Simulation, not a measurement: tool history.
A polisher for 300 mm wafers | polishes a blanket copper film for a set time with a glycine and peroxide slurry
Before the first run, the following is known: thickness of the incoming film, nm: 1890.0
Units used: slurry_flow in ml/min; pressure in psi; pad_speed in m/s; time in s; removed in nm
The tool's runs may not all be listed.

| run | hour | slurry_flow | pressure | pad_speed | time | removed |
|---|---|---|---|---|---|---|
| 1 | 0 | 195 | 1.9 | 1 | 36 | 127.47 |
| 2 | 8.1 | 195 | 1.9 | 0.82 | 36 | 109.48 |
| 3 | 16.5 | 205 | 2.2 | 0.9 | 36 | 131.8 |
| 4 | 17.9 | 205 | 2.2 | 1.1 | 36 | 155.37 |
| 5 | 19.2 | 210 | 2.4 | 1.12 | 36 | 168.84 |
| 6 | 26.9 | 210 | 2.4 | 1.12 | 36 | 166.97 |

Run 7, settings as shown, results not yet in. Your forecast:
| 7 | 31.3 | 215 | 2.6 | 1.16 | 36 | ? |

Run 7 gave removed 189.94 nm.

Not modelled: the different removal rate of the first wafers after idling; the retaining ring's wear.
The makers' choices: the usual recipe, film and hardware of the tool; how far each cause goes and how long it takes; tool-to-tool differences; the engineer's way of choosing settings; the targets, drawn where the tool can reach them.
